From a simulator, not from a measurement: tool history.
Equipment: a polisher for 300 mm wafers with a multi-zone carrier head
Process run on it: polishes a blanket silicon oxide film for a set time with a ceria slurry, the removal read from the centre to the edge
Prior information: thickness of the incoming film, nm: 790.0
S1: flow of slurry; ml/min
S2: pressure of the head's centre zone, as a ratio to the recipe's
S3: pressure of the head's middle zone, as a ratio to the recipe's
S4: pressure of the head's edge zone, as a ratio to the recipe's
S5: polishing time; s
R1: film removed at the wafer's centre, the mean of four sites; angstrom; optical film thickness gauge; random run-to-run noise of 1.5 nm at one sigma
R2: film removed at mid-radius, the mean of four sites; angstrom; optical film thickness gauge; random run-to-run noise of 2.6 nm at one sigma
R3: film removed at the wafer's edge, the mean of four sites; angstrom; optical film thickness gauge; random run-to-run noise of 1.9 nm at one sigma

run	hour	S1	S2	S3	S4	S5	R1	R2	R3
1	0	225	1	1	1	64	2754.4	2682.1	2741
2	3	215	0.96	0.96	0.98	62	2578.8	2534.7	2615
3	9.5	215	0.96	0.9	0.98	62	2525.6	2349.5	2593.6
4	17.3	215	1.01	0.9	0.98	62	2667.8	2406.4	2603.8
5	22.8	215	1.01	0.97	0.98	62	2681.8	2477.3	2631
6	30.6	215	0.97	0.97	0.98	62	2555.2	2502	2630.5

Run 7 comes next. What will it give?
7	33.7	205	0.94	0.94	0.96	60	?	?	?

{"run 7": {"R1": 2397.1, "R2": 2382.6, "R3": 2478.2}}

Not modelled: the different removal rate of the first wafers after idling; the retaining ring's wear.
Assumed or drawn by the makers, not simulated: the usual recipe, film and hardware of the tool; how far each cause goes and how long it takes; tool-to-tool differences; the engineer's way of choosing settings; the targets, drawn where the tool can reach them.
